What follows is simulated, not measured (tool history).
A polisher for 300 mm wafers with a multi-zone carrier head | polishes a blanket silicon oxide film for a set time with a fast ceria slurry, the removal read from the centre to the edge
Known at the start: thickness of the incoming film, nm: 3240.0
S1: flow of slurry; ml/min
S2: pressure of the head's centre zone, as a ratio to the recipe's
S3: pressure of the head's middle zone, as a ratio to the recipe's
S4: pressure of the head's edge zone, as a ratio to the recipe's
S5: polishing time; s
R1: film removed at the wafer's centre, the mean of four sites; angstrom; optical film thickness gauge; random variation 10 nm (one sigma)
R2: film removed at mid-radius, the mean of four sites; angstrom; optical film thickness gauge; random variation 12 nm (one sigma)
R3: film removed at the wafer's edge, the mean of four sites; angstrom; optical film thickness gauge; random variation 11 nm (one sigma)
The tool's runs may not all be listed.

{"run": 1, "hour": 0.0, "S1": 285, "S2": 1.0, "S3": 1.0, "S4": 1.0, "S5": 67, "R1": 13848, "R2": 13885, "R3": 13387}
{"run": 2, "hour": 1.3, "S1": 285, "S2": 0.99, "S3": 0.97, "S4": 0.97, "S5": 64, "R1": 12900, "R2": 12980, "R3": 12821}
{"run": 3, "hour": 5.3, "S1": 285, "S2": 1.01, "S3": 0.96, "S4": 0.96, "S5": 61, "R1": 12840, "R2": 12334, "R3": 12129}
{"run": 4, "hour": 6.3, "S1": 285, "S2": 1.01, "S3": 0.96, "S4": 0.96, "S5": 73, "R1": 14812, "R2": 14552, "R3": 14398}
{"run": 5, "hour": 12.5, "S1": 285, "S2": 1.01, "S3": 0.95, "S4": 0.94, "S5": 68, "R1": 14218, "R2": 13579, "R3": 13570}
{"run": 6, "hour": 16.7, "S1": 285, "S2": 1.06, "S3": 0.95, "S4": 0.94, "S5": 68, "R1": 14598, "R2": 13499, "R3": 13442}
{"run": 7, "hour": 18.2, "S1": 285, "S2": 1.05, "S3": 0.94, "S4": 0.94, "S5": 64, "R1": 13544, "R2": 12525, "R3": 12474}
{"run": 8, "hour": 18.8, "S1": 280, "S2": 1.04, "S3": 0.93, "S4": 0.93, "S5": 61, "R1": 12848, "R2": 11946, "R3": 12025}
{"run": 9, "hour": 22.5, "S1": 275, "S2": 1.04, "S3": 0.93, "S4": 0.92, "S5": 59, "R1": 12420, "R2": 11670, "R3": 11132}
{"run": 10, "hour": 29.0, "S1": 260, "S2": 1.03, "S3": 0.91, "S4": 0.92, "S5": 59, "R1": 12367, "R2": 11184, "R3": 11388}
{"run": 11, "hour": 34.5, "S1": 250, "S2": 1.02, "S3": 0.91, "S4": 0.91, "S5": 58, "R1": 11913, "R2": 11062, "R3": 11119}

The next listed run, before its measurement:
{"run": 12, "hour": 37.9, "S1": 240, "S2": 1.02, "S3": 0.9, "S4": 0.9, "S5": 58, "R1": "?", "R2": "?", "R3": "?"}

{"run 12": {"R1": 11856, "R2": 10885, "R3": 10860}}
